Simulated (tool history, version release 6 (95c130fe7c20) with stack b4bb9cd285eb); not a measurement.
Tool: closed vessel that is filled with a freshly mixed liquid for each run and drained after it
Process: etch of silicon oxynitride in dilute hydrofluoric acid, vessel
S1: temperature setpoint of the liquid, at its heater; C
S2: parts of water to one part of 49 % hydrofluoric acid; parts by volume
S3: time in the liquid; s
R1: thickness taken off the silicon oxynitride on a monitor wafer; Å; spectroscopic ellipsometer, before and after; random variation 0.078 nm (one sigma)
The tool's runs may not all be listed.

run,hour,S1,S2,S3,R1
1,0.0,22.0,245,570,80.232
2,5.5,24.5,240,570,92.291
3,14.9,24.5,270,570,81.015
4,19.1,24.5,350,570,58.862
5,25.3,24.5,350,570,57.929
6,27.7,26.0,315,570,70.394
7,31.7,30.0,220,570,128.720
8,35.7,29.5,220,570,125.340

Run 9 comes next. What will it give?
9,40.1,29.0,220,570,?

R1: 125.200 Å
